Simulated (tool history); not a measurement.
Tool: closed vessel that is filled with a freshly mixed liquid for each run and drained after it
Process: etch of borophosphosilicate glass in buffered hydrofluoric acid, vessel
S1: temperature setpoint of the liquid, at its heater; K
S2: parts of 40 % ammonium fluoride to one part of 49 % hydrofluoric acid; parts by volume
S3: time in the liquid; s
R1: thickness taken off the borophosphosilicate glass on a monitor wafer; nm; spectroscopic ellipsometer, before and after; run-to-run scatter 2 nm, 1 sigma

run,hour,S1,S2,S3,R1
1,0.0,296.15,21.0,100,95.235
2,7.6,298.15,21.0,100,106.940
3,12.2,300.65,21.0,100,119.060
4,12.9,300.65,21.0,105,128.280
5,21.1,299.15,21.0,105,117.680
6,24.8,300.65,18.5,105,139.450

What will run 7 give?
7,28.2,304.15,12.0,105,?

R1: 258.370 nm
